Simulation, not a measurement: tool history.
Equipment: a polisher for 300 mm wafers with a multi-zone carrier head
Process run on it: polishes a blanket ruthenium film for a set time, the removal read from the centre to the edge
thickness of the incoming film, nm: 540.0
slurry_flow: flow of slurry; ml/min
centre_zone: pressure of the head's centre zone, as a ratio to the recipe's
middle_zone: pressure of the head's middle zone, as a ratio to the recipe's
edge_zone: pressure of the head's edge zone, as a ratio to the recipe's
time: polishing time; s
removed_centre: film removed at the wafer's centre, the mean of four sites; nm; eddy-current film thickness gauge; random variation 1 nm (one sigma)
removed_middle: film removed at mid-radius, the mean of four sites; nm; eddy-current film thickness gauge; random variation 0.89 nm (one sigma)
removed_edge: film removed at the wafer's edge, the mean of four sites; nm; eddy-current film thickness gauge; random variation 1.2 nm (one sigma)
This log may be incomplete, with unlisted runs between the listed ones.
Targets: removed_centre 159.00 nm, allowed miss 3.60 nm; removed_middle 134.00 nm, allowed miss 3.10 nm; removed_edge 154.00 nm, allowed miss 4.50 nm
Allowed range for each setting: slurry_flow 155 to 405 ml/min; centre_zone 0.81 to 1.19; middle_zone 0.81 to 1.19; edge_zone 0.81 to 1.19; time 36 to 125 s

run,hour,slurry_flow,centre_zone,middle_zone,edge_zone,time,removed_centre,removed_middle,removed_edge
1,0.0,260,1.00,1.00,1.00,80,110.93,110.44,109.76
2,6.9,260,0.94,1.00,1.00,80,105.68,111.57,110.57
3,13.8,260,0.94,1.00,1.00,95,124.73,134.12,131.58
4,19.3,260,0.94,1.05,1.00,95,125.93,138.34,133.00
5,23.1,260,0.94,1.05,1.00,76,100.99,108.96,105.42
6,24.4,270,1.00,1.01,1.06,83,114.52,117.79,119.21
7,29.7,285,1.06,0.97,1.10,87,127.58,119.65,128.17
8,34.1,300,1.09,0.96,1.13,90,134.55,123.03,133.67
9,37.8,295,1.11,0.95,1.15,93,140.77,125.76,138.76

Which of these 5 next moves meets every target?
A,41.5,310,1.16,0.88,1.13,105,?,?,?
B,41.5,235,1.13,0.90,1.13,107,?,?,?
C,41.5,325,1.17,1.03,1.01,94,?,?,?
D,41.5,320,0.95,0.81,1.19,97,?,?,?
E,41.5,310,1.10,0.81,1.19,106,?,?,?

move,removed_centre,removed_middle,removed_edge
A,167.18,134.93,154.28
B,161.04,135.57,153.29
C,151.58,138.47,132.05
D,133.51,116.91,146.25
E,162.03,127.28,159.43
A: the result that was furthest off in the last run now lies on the other side of its target
B: hits every target within its allowed miss
C: about the same distance from the targets as the last run
D: its largest miss is bigger than the last run's
E: gets the furthest-off result to its target, but another result is out of tolerance
Answer: B
